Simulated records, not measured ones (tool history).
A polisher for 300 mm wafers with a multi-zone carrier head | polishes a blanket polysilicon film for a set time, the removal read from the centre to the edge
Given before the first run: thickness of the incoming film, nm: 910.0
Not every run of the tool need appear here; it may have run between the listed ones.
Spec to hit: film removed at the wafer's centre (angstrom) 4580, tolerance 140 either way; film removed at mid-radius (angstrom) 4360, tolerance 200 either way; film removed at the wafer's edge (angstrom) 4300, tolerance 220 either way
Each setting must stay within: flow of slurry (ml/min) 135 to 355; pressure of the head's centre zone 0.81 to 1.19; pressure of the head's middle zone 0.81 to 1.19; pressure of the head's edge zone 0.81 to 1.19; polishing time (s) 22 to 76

run    day  flow of slurry (ml/min)  pressure of the head's centre zone  pressure of the head's middle zone  pressure of the head's edge zone  polishing time (s)  film removed at the wafer's centre (angstrom)  film removed at mid-radius (angstrom)  film removed at the wafer's edge (angstrom)
  1      0                      225                                   1                                   1                                 1                  49                                         3145.9                                 3132.2                                       3065.8
  2  0.217                      225                                1.07                                   1                                 1                  49                                         3377.2                                   3107                                         2993
  3  0.488                      280                                1.07                                   1                                 1                  49                                         3452.3                                 3174.2                                       3032.5
  4  0.788                      275                                1.07                                1.01                              1.02                  53                                         3668.2                                   3499                                       3373.1
  5  1.004                      275                                1.09                                1.02                              1.04                  55                                         3963.3                                 3623.2                                         3522
  6  1.212                      275                                1.09                                1.02                              1.04                  44                                           3231                                 2905.8                                       2804.3
  7  1.275                      275                                1.09                                1.03                              1.06                  49                                         3502.8                                 3338.9                                       3137.3
  8   1.45                      275                                 1.1                                1.02                              1.08                  53                                         3817.9                                 3471.8                                       3511.7

Of the 5 settings listed for the next run, only one would bring every result within its allowed miss of target. Which one?
  A  1.625                      305                                1.06                                1.03                              1.07                  65                                              ?                                      ?                                            ?
  B  1.625                      330                                   1                                1.16                              1.05                  61                                              ?                                      ?                                            ?
  C  1.625                      225                                1.18                                0.81                              1.14                  56                                              ?                                      ?                                            ?
  D  1.625                      270                                0.93                                1.03                              1.04                  67                                              ?                                      ?                                            ?
  E  1.625                      295                                0.86                                1.09                              1.14                  57                                              ?                                      ?                                            ?

move  film removed at the wafer's centre (angstrom)  film removed at mid-radius (angstrom)  film removed at the wafer's edge (angstrom)
   A                                         4595.5                                 4453.1                                       4238.1
   B                                         4111.6                                   4663                                       3956.2
   C                                         4217.5                                 3027.4                                       3678.7
   D                                         4108.2                                 4533.8                                       4264.5
   E                                         3274.5                                 4087.9                                       3824.8
A: all results land within tolerance of their targets
B: better than the last run, though not everything is in spec
C: misses by more than the last run did
D: better than the last run, though not everything is in spec
E: misses by more than the last run did
Go with A: it meets all targets.
